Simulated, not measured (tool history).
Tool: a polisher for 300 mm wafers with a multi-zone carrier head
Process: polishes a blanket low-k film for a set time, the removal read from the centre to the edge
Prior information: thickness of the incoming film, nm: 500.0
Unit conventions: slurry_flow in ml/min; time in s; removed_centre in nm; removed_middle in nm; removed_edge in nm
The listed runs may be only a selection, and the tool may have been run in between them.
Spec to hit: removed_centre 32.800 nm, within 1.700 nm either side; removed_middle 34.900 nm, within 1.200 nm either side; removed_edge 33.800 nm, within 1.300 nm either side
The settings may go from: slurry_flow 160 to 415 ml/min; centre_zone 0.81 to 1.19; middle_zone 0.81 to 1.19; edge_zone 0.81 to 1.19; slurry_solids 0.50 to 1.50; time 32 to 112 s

Run 1, hour 0.0: slurry_flow 265 ml/min, centre_zone 1.00, middle_zone 1.00, edge_zone 1.00, slurry_solids 1.00, time 72 s. Result: removed_centre 39.851 nm, removed_middle 40.114 nm, removed_edge 41.452 nm.
Run 2, hour 3.0: slurry_flow 265 ml/min, centre_zone 0.99, middle_zone 1.00, edge_zone 0.97, slurry_solids 0.95, time 72 s. Result: removed_centre 39.157 nm, removed_middle 39.073 nm, removed_edge 40.960 nm.
Run 3, hour 8.0: slurry_flow 265 ml/min, centre_zone 1.07, middle_zone 1.00, edge_zone 0.97, slurry_solids 0.95, time 72 s. Result: removed_centre 41.180 nm, removed_middle 38.967 nm, removed_edge 40.209 nm.
Run 4, hour 15.2: slurry_flow 265 ml/min, centre_zone 1.07, middle_zone 1.00, edge_zone 0.97, slurry_solids 0.85, time 72 s. Result: removed_centre 37.961 nm, removed_middle 36.647 nm, removed_edge 38.083 nm.
Run 5, hour 16.9: slurry_flow 265 ml/min, centre_zone 1.07, middle_zone 1.02, edge_zone 0.96, slurry_solids 0.80, time 72 s. Result: removed_centre 37.735 nm, removed_middle 36.225 nm, removed_edge 35.785 nm.
Run 6, hour 20.9: slurry_flow 265 ml/min, centre_zone 1.07, middle_zone 1.02, edge_zone 0.96, slurry_solids 0.80, time 59 s. Result: removed_centre 31.317 nm, removed_middle 29.390 nm, removed_edge 29.309 nm.
Run 7, hour 25.0: slurry_flow 270 ml/min, centre_zone 1.05, middle_zone 1.04, edge_zone 0.98, slurry_solids 0.85, time 59 s. Result: removed_centre 31.217 nm, removed_middle 31.262 nm, removed_edge 31.035 nm.
Run 8, hour 25.9: slurry_flow 280 ml/min, centre_zone 1.05, middle_zone 1.05, edge_zone 0.99, slurry_solids 0.85, time 59 s. Result: removed_centre 31.591 nm, removed_middle 31.519 nm, removed_edge 31.859 nm.
Run 9, hour 28.7: slurry_flow 290 ml/min, centre_zone 1.05, middle_zone 1.07, edge_zone 0.99, slurry_solids 0.85, time 59 s. Result: removed_centre 30.995 nm, removed_middle 32.291 nm, removed_edge 30.783 nm.
Run 10, hour 29.9: slurry_flow 290 ml/min, centre_zone 1.05, middle_zone 1.07, edge_zone 1.00, slurry_solids 0.90, time 59 s. Result: removed_centre 32.204 nm, removed_middle 33.076 nm, removed_edge 31.866 nm.
Run 11, hour 36.0: slurry_flow 290 ml/min, centre_zone 1.05, middle_zone 1.07, edge_zone 1.01, slurry_solids 0.90, time 59 s. Result: removed_centre 33.099 nm, removed_middle 33.372 nm, removed_edge 33.049 nm.
Run 12, hour 39.0: slurry_flow 295 ml/min, centre_zone 1.04, middle_zone 1.08, edge_zone 1.01, slurry_solids 0.90, time 59 s. Result: removed_centre 32.903 nm, removed_middle 32.776 nm, removed_edge 32.360 nm.
Run 13, hour 43.8: slurry_flow 290 ml/min, centre_zone 1.02, middle_zone 1.09, edge_zone 1.02, slurry_solids 0.90, time 59 s. Result: removed_centre 31.934 nm, removed_middle 33.505 nm, removed_edge 33.062 nm.

4 candidate next runs follow, results not yet known. Just one meets every target within its allowed miss. Identify it.
Run A, hour 48.6: slurry_flow 280 ml/min, centre_zone 0.92, middle_zone 1.17, edge_zone 1.06, slurry_solids 0.95, time 61 s. Result: removed_centre ?, removed_middle ?, removed_edge ?.
Run B, hour 48.6: slurry_flow 310 ml/min, centre_zone 1.02, middle_zone 1.11, edge_zone 1.06, slurry_solids 0.90, time 60 s. Result: removed_centre ?, removed_middle ?, removed_edge ?.
Run C, hour 48.6: slurry_flow 285 ml/min, centre_zone 0.96, middle_zone 1.09, edge_zone 1.03, slurry_solids 0.70, time 65 s. Result: removed_centre ?, removed_middle ?, removed_edge ?.
Run D, hour 48.6: slurry_flow 180 ml/min, centre_zone 1.03, middle_zone 1.05, edge_zone 1.01, slurry_solids 0.95, time 62 s. Result: removed_centre ?, removed_middle ?, removed_edge ?.

move  removed_centre  removed_middle  removed_edge
   A          30.130          38.150        34.978
   B          32.363          35.458        33.768
   C          28.349          32.622        31.171
   D          31.862          33.494        33.220
A: the result that was furthest off in the last run now lies on the other side of its target
B: each result inside its tolerance
C: misses by more than the last run did
D: no better and no worse than the last run
The move that meets every target is B.

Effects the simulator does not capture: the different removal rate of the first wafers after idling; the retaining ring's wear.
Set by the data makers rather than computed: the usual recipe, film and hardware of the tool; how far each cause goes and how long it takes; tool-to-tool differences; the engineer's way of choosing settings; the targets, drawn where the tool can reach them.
